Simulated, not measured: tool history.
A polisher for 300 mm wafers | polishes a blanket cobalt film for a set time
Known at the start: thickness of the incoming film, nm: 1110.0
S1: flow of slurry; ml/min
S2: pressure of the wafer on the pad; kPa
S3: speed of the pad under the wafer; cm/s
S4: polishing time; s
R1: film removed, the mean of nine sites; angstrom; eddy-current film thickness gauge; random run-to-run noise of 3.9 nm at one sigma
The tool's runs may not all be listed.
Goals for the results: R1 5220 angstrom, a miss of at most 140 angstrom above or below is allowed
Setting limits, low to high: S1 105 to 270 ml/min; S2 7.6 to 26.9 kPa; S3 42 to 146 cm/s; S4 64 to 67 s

run	hour	S1	S2	S3	S4	R1
1	0	175	17.2	94	64	3227.8
2	1.6	175	17.2	94	67	3416.6
3	8.4	175	17.2	94	64	3279.7
4	12.7	175	20.7	94	64	3902.2
5	19.4	175	20.7	94	67	4095.6
6	25.9	185	22.1	94	67	4405.8
7	32.6	185	23.4	94	67	4617.6
8	39.6	185	24.1	94	67	4811.5
9	47.2	185	24.8	94	67	4964.7
10	55.2	185	25.5	94	67	5002.3

Of the 5 settings listed for the next run, only one would bring every result within its allowed miss of target. Which one?
A	63.2	270	24.8	86	64	?
B	63.2	175	22.8	106	66	?
C	63.2	145	26.9	96	67	?
D	63.2	215	25.5	92	64	?
E	63.2	180	21.4	110	66	?

move	R1
A	4557.7
B	4944.5
C	5269.1
D	4848.5
E	4827.7
A: the biggest miss grows against the last run
B: the biggest miss grows against the last run
C: all results in spec
D: the biggest miss grows against the last run
E: the biggest miss grows against the last run
Go with C: it meets all targets.
